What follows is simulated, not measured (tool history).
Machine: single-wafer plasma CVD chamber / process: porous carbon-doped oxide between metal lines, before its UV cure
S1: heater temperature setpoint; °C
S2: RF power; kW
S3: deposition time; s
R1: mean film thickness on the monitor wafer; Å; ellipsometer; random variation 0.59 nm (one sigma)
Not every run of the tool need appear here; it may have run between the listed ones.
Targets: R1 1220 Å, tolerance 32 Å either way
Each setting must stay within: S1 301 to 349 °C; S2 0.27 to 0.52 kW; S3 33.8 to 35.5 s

run	hour	S1	S2	S3	R1
1	0	325	0.395	35.5	1429.8
2	1.4	334	0.395	35.5	1360.3
3	4.8	334	0.395	35.5	1355.9
4	12.1	340	0.395	35.5	1320.5
5	15.2	340	0.395	35.5	1330.8
6	20.8	340	0.44	35.5	1451.3
7	25.6	341	0.43	35.4	1419.6
8	29.4	342	0.425	35.3	1392
9	36.4	342	0.425	35.3	1384.4
10	41.2	347	0.37	34.7	1171.4

Exactly one of the 4 candidate moves below puts every result within its allowed miss. Which one?
A	46	349	0.375	35.5	?
B	46	347	0.425	34.7	?
C	46	332	0.375	35.5	?
D	46	347	0.395	35.5	?

move	R1
A	1209.8
B	1333.3
C	1316
D	1278.8
A: meets every target
B: the result that was furthest off in the last run now lies on the other side of its target
C: the result that was furthest off in the last run now lies on the other side of its target
D: the result that was furthest off in the last run now lies on the other side of its target
Go with A: it meets all targets.
